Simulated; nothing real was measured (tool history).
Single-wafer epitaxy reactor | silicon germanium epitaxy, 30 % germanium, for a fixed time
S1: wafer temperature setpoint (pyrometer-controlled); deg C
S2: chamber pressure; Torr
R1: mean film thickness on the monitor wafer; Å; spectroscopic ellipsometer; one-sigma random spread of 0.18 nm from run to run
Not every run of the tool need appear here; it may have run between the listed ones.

run	hour	S1	S2	R1
1	0	600	28	720.35
2	1.5	597	27.9	675.49
3	5.7	588	27.9	563.68
4	10.7	588	30.7	583.35
5	15.7	598	30.7	710.65
6	22.1	595	30.6	672.17

Run 7, settings as shown, results not yet in. Your forecast:
7	28.2	593	30.6	?

R1: 646.98 Å

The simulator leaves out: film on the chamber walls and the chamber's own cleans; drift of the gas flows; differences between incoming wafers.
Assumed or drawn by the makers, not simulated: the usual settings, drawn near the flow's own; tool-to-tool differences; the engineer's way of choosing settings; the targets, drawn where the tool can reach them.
